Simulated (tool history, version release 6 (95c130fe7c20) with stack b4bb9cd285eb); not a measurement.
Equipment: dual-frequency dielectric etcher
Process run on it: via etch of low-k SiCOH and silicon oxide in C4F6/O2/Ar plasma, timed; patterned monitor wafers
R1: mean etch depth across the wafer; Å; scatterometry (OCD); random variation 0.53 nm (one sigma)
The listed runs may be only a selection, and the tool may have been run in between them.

Run 1, hour 0: source power (kW) 0.47, bias power (kW) 0.236, etch time (s) 42.5. Result: R1 1198.8 Å.
Run 2, hour 9: source power (kW) 0.47, bias power (kW) 0.236, etch time (s) 42.5. Result: R1 1200.7 Å.
Run 3, hour 12: source power (kW) 0.51, bias power (kW) 0.236, etch time (s) 42.5. Result: R1 1231.8 Å.
Run 4, hour 14: source power (kW) 0.58, bias power (kW) 0.236, etch time (s) 42.5. Result: R1 1293.4 Å.
Run 5, hour 21.9: source power (kW) 0.58, bias power (kW) 0.256, etch time (s) 42.5. Result: R1 1346.4 Å.
Run 6, hour 24.1: source power (kW) 0.58, bias power (kW) 0.217, etch time (s) 42.5. Result: R1 1247 Å.
Run 7, hour 28.9: source power (kW) 0.53, bias power (kW) 0.213, etch time (s) 42.5. Result: R1 1198.8 Å.
Run 8, hour 33.2: source power (kW) 0.5, bias power (kW) 0.211, etch time (s) 42.5. Result: R1 1161.5 Å.

The next listed run, before its measurement:
Run 9, hour 37.6: source power (kW) 0.48, bias power (kW) 0.21, etch time (s) 42.5. Result: R1 ?.

{"run 9": {"R1": 1139.4}}
